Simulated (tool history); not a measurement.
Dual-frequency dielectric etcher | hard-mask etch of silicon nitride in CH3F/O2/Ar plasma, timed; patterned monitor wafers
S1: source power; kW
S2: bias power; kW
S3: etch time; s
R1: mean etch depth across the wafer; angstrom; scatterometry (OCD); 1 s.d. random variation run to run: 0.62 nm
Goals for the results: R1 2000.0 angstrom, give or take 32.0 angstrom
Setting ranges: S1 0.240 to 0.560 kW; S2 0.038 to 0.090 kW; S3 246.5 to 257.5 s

run	hour	S1	S2	S3	R1
1	0.0	0.400	0.064	246.5	1703.9
2	0.6	0.430	0.065	246.5	1780.0
3	7.8	0.450	0.065	246.5	1822.8
4	8.7	0.470	0.065	246.5	1877.9
5	15.3	0.470	0.059	246.5	1830.0
6	16.0	0.470	0.059	246.5	1843.2
7	18.7	0.480	0.059	246.5	1847.5
8	26.5	0.490	0.059	246.5	1872.4
9	27.3	0.500	0.059	246.5	1896.8
# hour 35.4: wet clean of the chamber
10	35.4	0.510	0.059	246.5	1953.9

Below are 5 possible settings for the next run. Only one of them brings all results inside the allowed miss of their targets. Which is it?
A	43.5	0.480	0.053	254.5	?
B	43.5	0.490	0.059	248.5	?
C	43.5	0.510	0.058	253.5	?
D	43.5	0.480	0.062	246.5	?
E	43.5	0.490	0.060	248.0	?

move	R1
A	1910.2
B	1933.8
C	2009.0
D	1918.7
E	1937.6
A: the biggest miss grows against the last run
B: the biggest miss grows against the last run
C: hits every target within its allowed miss
D: the biggest miss grows against the last run
E: the biggest miss grows against the last run
Move C is the one to make.

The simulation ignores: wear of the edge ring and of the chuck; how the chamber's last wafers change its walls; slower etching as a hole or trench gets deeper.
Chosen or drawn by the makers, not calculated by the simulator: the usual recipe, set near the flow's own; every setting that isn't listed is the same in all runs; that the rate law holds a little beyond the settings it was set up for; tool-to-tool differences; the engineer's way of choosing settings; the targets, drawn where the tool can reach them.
